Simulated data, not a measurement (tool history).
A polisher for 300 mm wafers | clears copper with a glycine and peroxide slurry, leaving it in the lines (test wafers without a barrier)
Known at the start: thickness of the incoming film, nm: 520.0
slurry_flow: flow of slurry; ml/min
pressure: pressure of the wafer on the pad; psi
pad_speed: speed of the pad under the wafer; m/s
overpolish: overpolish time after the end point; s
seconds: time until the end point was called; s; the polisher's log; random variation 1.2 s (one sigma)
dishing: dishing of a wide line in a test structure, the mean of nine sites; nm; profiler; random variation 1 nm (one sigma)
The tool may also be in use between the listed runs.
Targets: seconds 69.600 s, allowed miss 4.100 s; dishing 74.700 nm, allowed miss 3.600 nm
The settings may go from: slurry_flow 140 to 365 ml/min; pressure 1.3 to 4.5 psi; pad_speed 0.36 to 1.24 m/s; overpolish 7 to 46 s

run 1 hour=0.0 | slurry_flow=235 pressure=2.9 pad_speed=0.80 overpolish=24 | seconds=95.191 dishing=56.029
run 2 hour=8.0 | slurry_flow=235 pressure=2.9 pad_speed=0.80 overpolish=18 | seconds=95.762 dishing=47.152
run 3 hour=9.5 | slurry_flow=235 pressure=3.5 pad_speed=0.80 overpolish=18 | seconds=84.388 dishing=51.137
run 4 hour=13.1 | slurry_flow=235 pressure=3.7 pad_speed=0.82 overpolish=21 | seconds=81.576 dishing=56.675
run 5 hour=17.0 | slurry_flow=235 pressure=3.9 pad_speed=0.84 overpolish=23 | seconds=77.730 dishing=60.990
run 6 hour=19.3 | slurry_flow=235 pressure=4.5 pad_speed=0.84 overpolish=23 | seconds=71.626 dishing=64.042
run 7 hour=22.7 | slurry_flow=235 pressure=4.5 pad_speed=0.86 overpolish=25 | seconds=68.514 dishing=64.645
run 8 hour=29.8 | slurry_flow=235 pressure=4.5 pad_speed=0.86 overpolish=27 | seconds=68.285 dishing=69.897
run 9 hour=32.6 | slurry_flow=235 pressure=4.5 pad_speed=0.86 overpolish=28 | seconds=68.667 dishing=66.732
run 10 hour=35.6 | slurry_flow=235 pressure=4.5 pad_speed=0.86 overpolish=31 | seconds=68.392 dishing=70.674

Which one of the following 5 next-run settings gets every result inside its allowed miss? There is exactly one.
run A hour=38.6 | slurry_flow=275 pressure=4.5 pad_speed=1.02 overpolish=28 | seconds=? dishing=?
run B hour=38.6 | slurry_flow=225 pressure=4.5 pad_speed=0.86 overpolish=25 | seconds=? dishing=?
run C hour=38.6 | slurry_flow=180 pressure=3.6 pad_speed=1.04 overpolish=25 | seconds=? dishing=?
run D hour=38.6 | slurry_flow=320 pressure=3.8 pad_speed=0.98 overpolish=39 | seconds=? dishing=?
run E hour=38.6 | slurry_flow=240 pressure=4.2 pad_speed=0.72 overpolish=26 | seconds=? dishing=?

move=A seconds=60.887 dishing=69.520
move=B seconds=68.304 dishing=64.866
move=C seconds=73.455 dishing=62.361
move=D seconds=68.696 dishing=73.427
move=E seconds=77.556 dishing=63.117
A: moves away from the targets compared with the last run
B: moves away from the targets compared with the last run
C: moves away from the targets compared with the last run
D: all results in spec
E: moves away from the targets compared with the last run
D is the move that brings every result within its allowed miss.
